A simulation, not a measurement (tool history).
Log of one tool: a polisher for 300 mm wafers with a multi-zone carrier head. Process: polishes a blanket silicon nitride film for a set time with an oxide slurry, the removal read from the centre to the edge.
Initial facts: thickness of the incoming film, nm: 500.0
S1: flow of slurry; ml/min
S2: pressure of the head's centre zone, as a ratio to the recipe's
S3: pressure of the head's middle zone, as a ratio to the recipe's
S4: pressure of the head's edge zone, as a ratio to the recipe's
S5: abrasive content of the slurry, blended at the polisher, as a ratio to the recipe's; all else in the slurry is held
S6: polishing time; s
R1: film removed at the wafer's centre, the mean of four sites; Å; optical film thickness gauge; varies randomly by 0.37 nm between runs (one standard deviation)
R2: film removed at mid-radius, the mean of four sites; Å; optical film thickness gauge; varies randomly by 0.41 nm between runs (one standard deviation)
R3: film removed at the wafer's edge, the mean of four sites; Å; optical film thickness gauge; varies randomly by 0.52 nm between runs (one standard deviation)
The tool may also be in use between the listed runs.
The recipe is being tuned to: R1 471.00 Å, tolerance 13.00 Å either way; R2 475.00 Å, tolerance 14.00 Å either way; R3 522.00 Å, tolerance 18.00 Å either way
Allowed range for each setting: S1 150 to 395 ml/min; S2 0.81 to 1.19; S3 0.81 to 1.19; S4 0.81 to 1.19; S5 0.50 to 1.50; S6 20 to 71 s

run	hour	S1	S2	S3	S4	S5	S6	R1	R2	R3
1	0.0	250	1.00	1.00	1.00	1.00	45	347.72	361.00	342.60
2	1.5	250	1.00	1.00	0.93	1.00	45	350.16	364.30	337.49
3	5.7	250	1.00	1.00	0.93	0.80	45	303.60	318.95	292.72
4	7.1	240	0.98	0.98	1.00	1.05	46	352.87	371.80	361.57
5	13.5	235	0.98	0.96	1.04	1.20	47	377.49	392.09	400.40
6	15.6	235	0.98	0.96	1.04	1.05	47	361.83	370.15	379.17
7	17.7	260	1.03	0.95	1.14	1.30	51	453.92	447.36	481.80
8	18.2	270	1.03	0.95	1.16	1.35	51	471.26	451.20	490.22
9	26.7	230	0.96	0.95	1.18	1.50	52	461.44	469.79	525.62

Which one of the following 4 next-run settings gets every result inside its allowed miss? There is exactly one.
A	35.2	230	0.99	0.92	1.18	1.50	51	?	?	?
B	35.2	235	0.93	0.97	1.18	1.45	53	?	?	?
C	35.2	225	0.94	0.95	1.14	1.50	52	?	?	?
D	35.2	290	0.98	0.94	1.18	1.50	51	?	?	?

move	R1	R2	R3
A	458.23	454.08	511.21
B	443.05	488.46	525.19
C	442.07	474.23	510.75
D	468.22	475.64	522.12
A: puts the biggest miss on target and leaves a different result outside tolerance
B: further off than the last run
C: further off than the last run
D: all results in spec
So the answer is move D, the one that meets all the targets.

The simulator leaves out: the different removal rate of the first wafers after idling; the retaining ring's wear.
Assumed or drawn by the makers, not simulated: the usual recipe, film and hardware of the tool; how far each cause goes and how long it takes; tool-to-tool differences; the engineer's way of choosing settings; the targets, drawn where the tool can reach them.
